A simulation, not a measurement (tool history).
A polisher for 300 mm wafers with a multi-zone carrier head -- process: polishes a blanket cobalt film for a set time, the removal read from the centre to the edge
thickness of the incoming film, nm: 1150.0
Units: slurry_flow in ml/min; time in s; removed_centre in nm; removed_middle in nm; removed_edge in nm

| run | hour | slurry_flow | centre_zone | middle_zone | edge_zone | time | removed_centre | removed_middle | removed_edge |
|---|---|---|---|---|---|---|---|---|---|
| 1 | 0.0 | 205 | 1.00 | 1.00 | 1.00 | 67 | 439.41 | 424.62 | 435.40 |
| 2 | 7.5 | 200 | 0.98 | 0.98 | 1.00 | 65 | 426.25 | 409.51 | 423.87 |
| 3 | 9.4 | 175 | 0.98 | 0.98 | 1.00 | 65 | 410.28 | 406.04 | 424.85 |
| 4 | 12.7 | 175 | 0.98 | 0.98 | 1.00 | 72 | 448.40 | 442.77 | 465.85 |
| 5 | 18.4 | 170 | 0.97 | 0.96 | 1.00 | 69 | 425.84 | 418.53 | 448.50 |
| 6 | 20.5 | 170 | 0.96 | 0.95 | 1.00 | 66 | 403.46 | 394.10 | 427.87 |

What does the tool deliver on the next run?
| 7 | 24.1 | 170 | 0.95 | 0.94 | 0.99 | 64 | ? | ? | ? |

{"run 7": {"removed_centre": 388.59, "removed_middle": 383.82, "removed_edge": 413.29}}

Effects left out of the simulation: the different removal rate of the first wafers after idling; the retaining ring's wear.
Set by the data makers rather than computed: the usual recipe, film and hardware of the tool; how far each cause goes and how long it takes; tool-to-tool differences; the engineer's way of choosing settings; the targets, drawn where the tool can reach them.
